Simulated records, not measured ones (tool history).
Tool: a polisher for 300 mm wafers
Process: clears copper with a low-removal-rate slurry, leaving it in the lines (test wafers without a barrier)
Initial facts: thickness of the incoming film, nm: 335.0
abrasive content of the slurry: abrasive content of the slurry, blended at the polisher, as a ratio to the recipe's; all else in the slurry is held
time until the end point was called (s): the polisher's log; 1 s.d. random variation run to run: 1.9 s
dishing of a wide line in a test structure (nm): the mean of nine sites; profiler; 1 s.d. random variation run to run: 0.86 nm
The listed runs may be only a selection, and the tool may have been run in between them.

run  hour  flow of slurry (ml/min)  pressure of the wafer on the pad (psi)  speed of the pad under the wafer (m/s)  abrasive content of the slurry  overpolish time after the end point (s)  time until the end point was called (s)  dishing of a wide line in a test structure (nm)
  1     0                      300                                     3.8                                     0.9                               1                                       21                                   134.84                                           39.406
  2   0.5                      300                                     4.6                                     0.9                               1                                       21                                   108.03                                           47.569
  3   8.8                      300                                     4.6                                     1.1                               1                                       21                                   95.994                                           52.361
  4  16.3                      300                                     4.1                                     1.1                               1                                       21                                   109.46                                           48.262
     18.4  -- head pressure recalibrated
  5  18.4                      300                                     4.1                                    0.88                               1                                       21                                   109.92                                            46.05
  6  20.5                      300                                     4.1                                    1.02                               1                                       21                                   104.05                                           50.981
  7  22.1                      300                                     3.6                                       1                               1                                       20                                   120.72                                           42.354
  8  23.4                      300                                     3.3                                    0.98                               1                                       20                                   133.75                                           36.394
  9    29                      300                                     3.2                                    0.98                               1                                       21                                   135.99                                           40.196

Forecast run 10:
 10    31                      300                                     3.2                                    0.98                               1                                       21                                        ?                                                ?

{"run 10": {"time until the end point was called (s)": 135.71, "dishing of a wide line in a test structure (nm)": 38.845}}

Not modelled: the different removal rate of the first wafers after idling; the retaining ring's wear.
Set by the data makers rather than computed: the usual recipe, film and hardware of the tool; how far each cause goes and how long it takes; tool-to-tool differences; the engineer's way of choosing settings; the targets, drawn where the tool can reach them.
